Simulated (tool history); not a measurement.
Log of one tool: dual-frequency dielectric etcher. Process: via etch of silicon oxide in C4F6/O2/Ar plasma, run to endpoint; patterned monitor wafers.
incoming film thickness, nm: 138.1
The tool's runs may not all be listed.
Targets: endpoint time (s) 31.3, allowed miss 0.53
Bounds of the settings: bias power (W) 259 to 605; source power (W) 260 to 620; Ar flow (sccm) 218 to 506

run 1 hour=0 | bias_power_(W)=432 source_power_(W)=440 Ar_flow_(sccm)=362 | endpoint_time_(s)=34.21
run 2 hour=4.9 | bias_power_(W)=432 source_power_(W)=440 Ar_flow_(sccm)=301 | endpoint_time_(s)=33.019
run 3 hour=7.1 | bias_power_(W)=444 source_power_(W)=440 Ar_flow_(sccm)=301 | endpoint_time_(s)=32.487
run 4 hour=8.5 | bias_power_(W)=516 source_power_(W)=440 Ar_flow_(sccm)=301 | endpoint_time_(s)=30.302
run 5 hour=9.6 | bias_power_(W)=510 source_power_(W)=440 Ar_flow_(sccm)=301 | endpoint_time_(s)=30.466
run 6 hour=18.1 | bias_power_(W)=510 source_power_(W)=480 Ar_flow_(sccm)=301 | endpoint_time_(s)=29.199
run 7 hour=22.1 | bias_power_(W)=496 source_power_(W)=480 Ar_flow_(sccm)=301 | endpoint_time_(s)=29.378
run 8 hour=25.8 | bias_power_(W)=483 source_power_(W)=480 Ar_flow_(sccm)=301 | endpoint_time_(s)=29.887
run 9 hour=34.7 | bias_power_(W)=474 source_power_(W)=480 Ar_flow_(sccm)=301 | endpoint_time_(s)=30.186
run 10 hour=37 | bias_power_(W)=467 source_power_(W)=480 Ar_flow_(sccm)=301 | endpoint_time_(s)=30.663
run 11 hour=44.1 | bias_power_(W)=463 source_power_(W)=480 Ar_flow_(sccm)=301 | endpoint_time_(s)=30.56
run 12 hour=45.7 | bias_power_(W)=458 source_power_(W)=480 Ar_flow_(sccm)=301 | endpoint_time_(s)=30.785

Which of these 5 next moves meets every target?
run A hour=47.3 | bias_power_(W)=505 source_power_(W)=450 Ar_flow_(sccm)=277 | endpoint_time_(s)=?
run B hour=47.3 | bias_power_(W)=452 source_power_(W)=490 Ar_flow_(sccm)=262 | endpoint_time_(s)=?
run C hour=47.3 | bias_power_(W)=468 source_power_(W)=460 Ar_flow_(sccm)=318 | endpoint_time_(s)=?
run D hour=47.3 | bias_power_(W)=512 source_power_(W)=440 Ar_flow_(sccm)=289 | endpoint_time_(s)=?
run E hour=47.3 | bias_power_(W)=439 source_power_(W)=510 Ar_flow_(sccm)=299 | endpoint_time_(s)=?

move=A endpoint_time_(s)=29.73
move=B endpoint_time_(s)=29.826
move=C endpoint_time_(s)=31.253
move=D endpoint_time_(s)=30.084
move=E endpoint_time_(s)=30.343
A: further off than the last run
B: further off than the last run
C: meets every target
D: further off than the last run
E: further off than the last run
Answer: C
